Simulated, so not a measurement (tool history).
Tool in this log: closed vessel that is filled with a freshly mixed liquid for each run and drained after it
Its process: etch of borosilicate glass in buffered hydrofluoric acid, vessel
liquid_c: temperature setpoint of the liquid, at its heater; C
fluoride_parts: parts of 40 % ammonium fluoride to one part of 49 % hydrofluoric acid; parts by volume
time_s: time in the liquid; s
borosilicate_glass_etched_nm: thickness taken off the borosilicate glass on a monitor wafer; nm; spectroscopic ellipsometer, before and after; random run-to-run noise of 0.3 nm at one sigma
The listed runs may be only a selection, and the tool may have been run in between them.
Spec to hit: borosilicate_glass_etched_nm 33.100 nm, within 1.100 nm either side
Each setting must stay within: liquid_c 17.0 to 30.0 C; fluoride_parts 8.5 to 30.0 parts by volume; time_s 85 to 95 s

run,hour,liquid_c,fluoride_parts,time_s,borosilicate_glass_etched_nm
1,0.0,22.0,23.0,85,43.349
2,5.2,22.0,23.0,95,49.411
3,13.4,22.0,23.0,85,43.140
4,21.5,24.0,23.0,85,49.123
# hour 26.6: hydrofluoric acid flow meter replaced
5,26.6,24.0,27.5,85,41.603
6,29.2,23.5,27.5,85,40.536
7,34.3,23.0,27.5,85,38.995
8,35.2,22.5,27.5,85,37.809
9,40.2,22.0,27.5,85,36.297
10,44.6,22.0,27.5,85,37.451
11,50.2,21.5,27.5,85,35.562
12,52.1,21.0,27.5,85,34.966

Below are 4 possible settings for the next run. Only one of them brings all results inside the allowed miss of their targets. Which is it?
A,54.0,22.0,27.0,85,?
B,54.0,20.0,23.5,85,?
C,54.0,21.5,29.5,90,?
D,54.0,21.0,29.5,85,?

move,borosilicate_glass_etched_nm
A,37.516
B,37.017
C,36.345
D,33.395
A: further off than the last run
B: further off than the last run
C: further off than the last run
D: all results land within tolerance of their targets
D is the move that brings every result within its allowed miss.

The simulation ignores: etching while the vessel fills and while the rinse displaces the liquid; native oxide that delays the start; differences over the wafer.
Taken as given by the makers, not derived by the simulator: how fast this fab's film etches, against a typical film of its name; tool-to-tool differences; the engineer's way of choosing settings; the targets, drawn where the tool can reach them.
